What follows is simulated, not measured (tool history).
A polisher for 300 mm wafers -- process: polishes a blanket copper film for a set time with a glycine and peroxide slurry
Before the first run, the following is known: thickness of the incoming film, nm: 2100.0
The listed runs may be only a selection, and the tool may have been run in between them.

run	day	flow of slurry (ml/min)	pressure of the wafer on the pad (psi)	speed of the pad under the wafer (m/s)	polishing time (s)	film removed (nm)
1	0.000	285	3.5	0.90	92	485.14
2	0.354	280	3.3	0.90	92	466.45
3	0.396	280	3.2	0.90	92	457.30
4	0.421	275	3.1	0.90	92	444.65
5	0.592	270	3.0	0.90	92	435.40
6	0.938	270	3.0	0.78	92	390.20
7	1.271	275	3.1	0.78	92	396.24

What will run 8 give?
8	1.504	275	3.2	0.78	92	?

film removed (nm): 406.32

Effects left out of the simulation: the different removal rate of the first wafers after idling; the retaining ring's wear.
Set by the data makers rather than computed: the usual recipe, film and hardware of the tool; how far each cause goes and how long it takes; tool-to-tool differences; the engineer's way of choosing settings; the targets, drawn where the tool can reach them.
